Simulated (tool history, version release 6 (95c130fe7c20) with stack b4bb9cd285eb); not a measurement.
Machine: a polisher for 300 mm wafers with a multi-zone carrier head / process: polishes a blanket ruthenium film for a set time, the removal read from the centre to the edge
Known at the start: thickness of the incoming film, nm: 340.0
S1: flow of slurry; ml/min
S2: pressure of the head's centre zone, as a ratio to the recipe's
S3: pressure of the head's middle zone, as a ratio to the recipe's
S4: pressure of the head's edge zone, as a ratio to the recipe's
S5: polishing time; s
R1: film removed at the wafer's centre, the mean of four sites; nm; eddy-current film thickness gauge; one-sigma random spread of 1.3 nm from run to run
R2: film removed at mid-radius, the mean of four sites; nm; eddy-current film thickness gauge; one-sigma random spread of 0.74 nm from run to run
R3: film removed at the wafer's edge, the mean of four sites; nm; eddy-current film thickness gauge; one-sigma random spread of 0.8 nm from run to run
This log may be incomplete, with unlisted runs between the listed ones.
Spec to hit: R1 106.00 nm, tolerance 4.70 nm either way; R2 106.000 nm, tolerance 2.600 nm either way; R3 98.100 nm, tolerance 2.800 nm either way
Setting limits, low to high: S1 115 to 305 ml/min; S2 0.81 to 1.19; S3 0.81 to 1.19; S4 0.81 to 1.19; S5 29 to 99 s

run  hour   S1    S2    S3    S4  S5      R1       R2       R3
  1   0.0  195  1.00  1.00  1.00  64  138.76  136.090  136.600
  2   1.4  195  1.03  1.00  1.00  64  146.32  137.250  137.460
  3   4.7  195  1.03  1.00  1.00  52  117.59  111.900  110.670
  4  10.8  190  1.03  1.00  0.99  52  117.18  109.410  109.150
  5  14.1  190  1.10  1.00  0.99  52  118.73  110.570  109.200
  6  22.6  190  1.10  1.00  0.99  66  155.77  140.380  138.420
  7  27.1  175  1.01  0.99  0.89  48  103.42  101.620   96.508
  8  28.5  175  1.01  0.99  0.89  48  104.16  101.030   94.920
  9  30.5  180  1.01  0.99  0.89  48  103.73  100.500   95.717
 10  32.5  185  1.01  0.99  0.89  48  105.18  100.340   95.276

Which of these 4 next moves meets every target?
  A  34.5  205  1.02  1.04  0.93  48   ?   ?   ?
  B  34.5  180  1.02  1.04  0.82  48   ?   ?   ?
  C  34.5  190  1.01  0.95  0.94  48   ?   ?   ?
  D  34.5  205  1.08  1.10  0.88  45   ?   ?   ?

move      R1       R2      R3
   A  107.04  107.500  98.527
   B  105.44  106.090  92.155
   C  105.13   98.834  98.570
   D  105.59  105.700  89.980
A: every result lands within tolerance
B: the worst result of the last run now meets its target, but another is out of spec
C: moves away from the targets compared with the last run
D: the worst result of the last run now meets its target, but another is out of spec
Go with A: it meets all targets.

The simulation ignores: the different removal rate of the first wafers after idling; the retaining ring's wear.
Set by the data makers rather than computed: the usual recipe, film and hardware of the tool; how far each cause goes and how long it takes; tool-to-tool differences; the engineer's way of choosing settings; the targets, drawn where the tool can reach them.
